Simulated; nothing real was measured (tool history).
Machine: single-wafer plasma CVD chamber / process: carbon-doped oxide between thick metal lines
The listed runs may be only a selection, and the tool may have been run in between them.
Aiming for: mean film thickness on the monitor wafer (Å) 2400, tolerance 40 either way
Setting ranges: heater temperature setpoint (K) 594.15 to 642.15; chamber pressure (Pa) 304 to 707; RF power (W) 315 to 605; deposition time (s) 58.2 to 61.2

| run | hour | heater temperature setpoint (K) | chamber pressure (Pa) | RF power (W) | deposition time (s) | mean film thickness on the monitor wafer (Å) |
|---|---|---|---|---|---|---|
| 1 | 0 | 618.15 | 505 | 460 | 61.2 | 2802.5 |
| 2 | 3.2 | 620.15 | 483 | 450 | 61.1 | 2717.2 |
| 3 | 7.5 | 609.15 | 483 | 450 | 61.1 | 2819.9 |
| 4 | 9.2 | 612.15 | 456 | 445 | 61.1 | 2746.9 |
| 5 | 14.2 | 612.15 | 456 | 420 | 61.1 | 2631.4 |
| 6 | 16.8 | 615.15 | 443 | 420 | 61.1 | 2576.9 |
| 7 | 20.2 | 617.15 | 435 | 420 | 61.1 | 2563.7 |
| 8 | 24.5 | 617.15 | 435 | 420 | 61.1 | 2575.1 |
| 9 | 27.5 | 619.15 | 424 | 420 | 61.1 | 2553.6 |
| 10 | 34.4 | 621.15 | 413 | 420 | 61.1 | 2522.4 |
|  | 42.4 | thermocouple changed; heater temperature recalibrated |
| 11 | 42.4 | 622.15 | 405 | 420 | 61.1 | 2548.6 |
| 12 | 44.5 | 623.15 | 401 | 415 | 61.1 | 2517 |
| 13 | 53.2 | 624.15 | 395 | 410 | 61.1 | 2486.1 |

Which of these 5 next moves meets every target?
| A | 61.9 | 621.15 | 457 | 415 | 61.2 | ? |
| B | 61.9 | 627.15 | 409 | 435 | 59.5 | ? |
| C | 61.9 | 628.15 | 439 | 420 | 58.2 | ? |
| D | 61.9 | 632.15 | 428 | 420 | 61.2 | ? |
| E | 61.9 | 628.15 | 432 | 440 | 59.8 | ? |

| move | mean film thickness on the monitor wafer (Å) |
|---|---|
| A | 2566.6 |
| B | 2509 |
| C | 2401.8 |
| D | 2488.8 |
| E | 2551 |
A: misses by more than the last run did
B: misses by more than the last run did
C: each result inside its tolerance
D: no nearer and no further than the last run
E: misses by more than the last run did
C is the move that brings every result within its allowed miss.

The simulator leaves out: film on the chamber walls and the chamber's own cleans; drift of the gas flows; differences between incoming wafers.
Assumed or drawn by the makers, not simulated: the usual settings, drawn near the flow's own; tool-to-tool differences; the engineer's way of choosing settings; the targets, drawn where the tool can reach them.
